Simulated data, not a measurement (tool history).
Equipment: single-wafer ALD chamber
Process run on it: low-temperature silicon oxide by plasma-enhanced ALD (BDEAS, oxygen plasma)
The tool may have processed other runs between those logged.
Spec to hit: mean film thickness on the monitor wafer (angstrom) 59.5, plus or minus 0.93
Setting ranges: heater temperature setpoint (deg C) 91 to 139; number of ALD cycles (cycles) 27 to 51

run    day  heater temperature setpoint (deg C)  number of ALD cycles (cycles)  mean film thickness on the monitor wafer (angstrom)
  1      0                                  115                             39                                               53.549
  2  0.096                                  124                             39                                               52.723
  3  0.212                                  123                             39                                               52.914
  4   0.25                                  122                             39                                               52.887
  5  0.442                                  114                             39                                               53.592
  6  0.612                                  124                             39                                               52.693
  7  0.696                                  123                             39                                               52.843
  8  0.908                                  112                             44                                               60.844

Exercise: of the 4 proposed moves below, exactly one satisfies all targets within the stated allowed misses. Which move is it?
  A  1.121                                  100                             41                                                    ?
  B  1.121                                  117                             46                                                    ?
  C  1.121                                  113                             41                                                    ?
  D  1.121                                  111                             43                                                    ?

move  mean film thickness on the monitor wafer (angstrom)
   A                                               57.683
   B                                               62.964
   C                                               56.488
   D                                               59.436
A: the result that was furthest off in the last run now lies on the other side of its target
B: its largest miss is bigger than the last run's
C: the result that was furthest off in the last run now lies on the other side of its target
D: each result inside its tolerance
Correct choice: D, which meets every target
